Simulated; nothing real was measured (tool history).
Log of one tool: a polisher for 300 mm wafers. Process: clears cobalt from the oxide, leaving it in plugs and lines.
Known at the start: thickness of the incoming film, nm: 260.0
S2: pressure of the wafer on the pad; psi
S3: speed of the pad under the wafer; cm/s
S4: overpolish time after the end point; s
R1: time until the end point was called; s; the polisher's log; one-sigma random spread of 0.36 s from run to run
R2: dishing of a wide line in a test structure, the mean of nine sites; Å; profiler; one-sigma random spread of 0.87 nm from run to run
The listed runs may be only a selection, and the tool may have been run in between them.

run 1 day=0.000 | flow_of_slurry_(ml/min)=225 S2=1.5 S3=106 S4=15 | R1=70.362 R2=317.45
run 2 day=0.054 | flow_of_slurry_(ml/min)=205 S2=1.5 S3=106 S4=15 | R1=71.435 R2=313.12
run 3 day=0.321 | flow_of_slurry_(ml/min)=210 S2=1.6 S3=106 S4=15 | R1=66.537 R2=322.93
run 4 day=0.458 | flow_of_slurry_(ml/min)=210 S2=1.6 S3=92 S4=15 | R1=76.000 R2=303.18
run 5 day=0.558 | flow_of_slurry_(ml/min)=210 S2=1.6 S3=92 S4=21 | R1=75.301 R2=336.09
run 6 day=0.854 | flow_of_slurry_(ml/min)=210 S2=1.6 S3=114 S4=21 | R1=61.123 R2=370.80
run 7 day=1.188 | flow_of_slurry_(ml/min)=210 S2=1.7 S3=114 S4=20 | R1=58.298 R2=372.14
run 8 day=1.554 | flow_of_slurry_(ml/min)=210 S2=1.8 S3=114 S4=20 | R1=55.537 R2=372.40
run 9 day=1.754 | flow_of_slurry_(ml/min)=210 S2=1.9 S3=114 S4=20 | R1=52.407 R2=393.29
run 10 day=1.946 | flow_of_slurry_(ml/min)=210 S2=1.9 S3=114 S4=19 | R1=52.253 R2=393.96
run 11 day=2.246 | flow_of_slurry_(ml/min)=210 S2=1.9 S3=114 S4=18 | R1=52.273 R2=381.07

What will run 12 give?
run 12 day=2.517 | flow_of_slurry_(ml/min)=220 S2=2.1 S3=114 S4=16 | R1=? R2=?

R1: 47.222 s
R2: 358.70 Å
